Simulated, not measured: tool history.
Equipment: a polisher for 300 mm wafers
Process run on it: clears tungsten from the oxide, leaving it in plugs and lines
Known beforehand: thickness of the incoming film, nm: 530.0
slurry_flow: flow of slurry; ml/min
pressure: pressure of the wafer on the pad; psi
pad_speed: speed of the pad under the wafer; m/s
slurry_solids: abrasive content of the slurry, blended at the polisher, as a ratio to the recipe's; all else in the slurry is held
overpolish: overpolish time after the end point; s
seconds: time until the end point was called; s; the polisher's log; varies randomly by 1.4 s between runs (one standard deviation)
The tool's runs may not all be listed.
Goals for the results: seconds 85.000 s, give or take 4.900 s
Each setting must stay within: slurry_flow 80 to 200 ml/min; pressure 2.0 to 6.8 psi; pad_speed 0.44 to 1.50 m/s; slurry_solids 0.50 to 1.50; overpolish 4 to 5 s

run,hour,slurry_flow,pressure,pad_speed,slurry_solids,overpolish,seconds
1,0.0,130,4.4,0.96,1.00,5,114.410
2,4.0,130,4.5,0.96,1.00,5,114.960
3,8.3,130,4.7,0.96,1.00,5,106.830
4,10.1,130,4.8,0.96,1.00,5,102.330
5,18.3,130,4.9,0.96,1.00,5,101.270
6,23.3,130,4.2,0.96,1.00,5,115.190
7,30.1,130,4.4,0.96,1.00,5,110.860
8,34.5,135,5.6,1.00,1.00,5,89.065
9,40.9,135,5.6,1.00,1.00,5,90.252

Next run, 4 choices. One meets every target within its allowed miss, the rest don't. Which?
A,47.3,180,6.2,0.82,0.85,4,?
B,47.3,90,5.7,0.98,0.95,4,?
C,47.3,155,5.2,0.96,1.00,4,?
D,47.3,120,5.4,1.12,0.95,5,?

move,seconds
A,101.020
B,98.456
C,96.388
D,85.435
A: its largest miss is bigger than the last run's
B: its largest miss is bigger than the last run's
C: its largest miss is bigger than the last run's
D: in spec on every target
The move that meets every target is D.
